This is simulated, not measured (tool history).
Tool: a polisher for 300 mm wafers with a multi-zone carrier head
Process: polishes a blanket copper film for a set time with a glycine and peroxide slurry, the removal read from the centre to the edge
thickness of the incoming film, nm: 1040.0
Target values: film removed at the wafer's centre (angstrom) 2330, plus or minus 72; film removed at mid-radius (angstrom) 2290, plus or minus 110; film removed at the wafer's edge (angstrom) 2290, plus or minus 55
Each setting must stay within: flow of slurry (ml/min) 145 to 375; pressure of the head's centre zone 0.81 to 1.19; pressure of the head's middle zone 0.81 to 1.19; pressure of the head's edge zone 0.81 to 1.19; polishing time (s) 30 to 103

run,hour,flow of slurry (ml/min),pressure of the head's centre zone,pressure of the head's middle zone,pressure of the head's edge zone,polishing time (s),film removed at the wafer's centre (angstrom),film removed at mid-radius (angstrom),film removed at the wafer's edge (angstrom)
1,0,240,1,1,1,66,3276.2,3336.2,3212.6
2,7.5,240,0.96,1,1,66,3130.4,3226.1,3194.5
3,13.2,240,0.96,1,1,77,3670.6,3809.4,3701.7
4,20.5,190,0.96,1,1,77,3570.2,3791.3,3660.9
5,23.3,190,0.96,1,1,92,4265.6,4450.8,4345.9
6,31,190,0.96,0.98,0.98,84,3824.4,3945.3,3874.6
7,34.1,190,0.96,0.96,0.96,79,3622.4,3674.4,3694.4
8,35.9,195,0.97,0.96,0.95,73,3413.2,3396.4,3358.9
9,44.3,195,0.96,0.95,0.93,69,3203.5,3212.2,3123.2
10,46.5,195,0.95,0.93,0.91,66,3009.2,3058.5,3012.2
11,54.8,195,0.95,0.92,0.9,63,2841.5,2917.4,2816.3
12,57.1,195,0.95,0.92,0.9,63,2843.6,2843.4,2822.8
13,58,195,0.95,0.91,0.89,61,2814.9,2803.9,2705
14,66.9,195,0.94,0.9,0.88,60,2690.4,2766,2686.4
15,71,190,0.94,0.89,0.87,59,2624.7,2610.8,2601.5
16,79.5,190,0.94,0.88,0.86,58,2596.7,2503.4,2563.2
17,82.4,185,0.94,0.88,0.85,57,2535.9,2470.3,2489

Exactly one of the 4 candidate moves below puts every result within its allowed miss. Which one?
A,85.3,185,1.04,1.03,0.81,54,?,?,?
B,85.3,155,0.98,0.93,0.91,52,?,?,?
C,85.3,190,0.9,0.83,0.91,54,?,?,?
D,85.3,165,0.87,1.01,0.84,54,?,?,?

move,film removed at the wafer's centre (angstrom),film removed at mid-radius (angstrom),film removed at the wafer's edge (angstrom)
A,2682.6,2660.1,2284.4
B,2334.7,2307.2,2260
C,2328.7,2319.5,2420.6
D,2184.7,2568.8,2283.9
A: brings the last run's worst result on target, with another outside its allowed miss
B: every result lands within tolerance
C: an improvement on the last run, though not all results are within tolerance
D: brings the last run's worst result on target, with another outside its allowed miss
The move that meets every target is B.
